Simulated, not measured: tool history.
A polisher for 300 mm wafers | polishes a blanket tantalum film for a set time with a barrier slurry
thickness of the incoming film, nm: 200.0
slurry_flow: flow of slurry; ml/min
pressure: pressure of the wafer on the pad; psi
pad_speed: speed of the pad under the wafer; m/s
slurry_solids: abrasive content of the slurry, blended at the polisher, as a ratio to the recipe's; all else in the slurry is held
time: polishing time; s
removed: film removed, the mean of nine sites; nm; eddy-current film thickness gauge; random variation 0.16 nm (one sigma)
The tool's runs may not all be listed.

run	hour	slurry_flow	pressure	pad_speed	slurry_solids	time	removed
1	0	165	2.3	1.24	1	16	33.056
2	2	165	2.3	1.24	0.9	16	33.219
3	6.1	165	1.9	1.24	0.9	16	27.111
4	9.8	165	1.9	1.1	0.9	16	24.178
5	13.7	165	2.5	1.1	0.9	16	32.348
6	19.8	125	2.5	1.1	0.9	16	30.75
7	23.5	125	2.1	1.08	0.9	16	25.072
8	28.4	125	1.8	1.06	0.9	16	20.868
9	30.3	125	1.6	1.06	0.9	16	19.172
10	31.2	125	1.4	1.06	0.9	16	16.624

Run 11 comes next. What will it give?
11	36.3	125	1.3	1.06	0.9	16	?

Run 11 gave removed 15.353 nm.
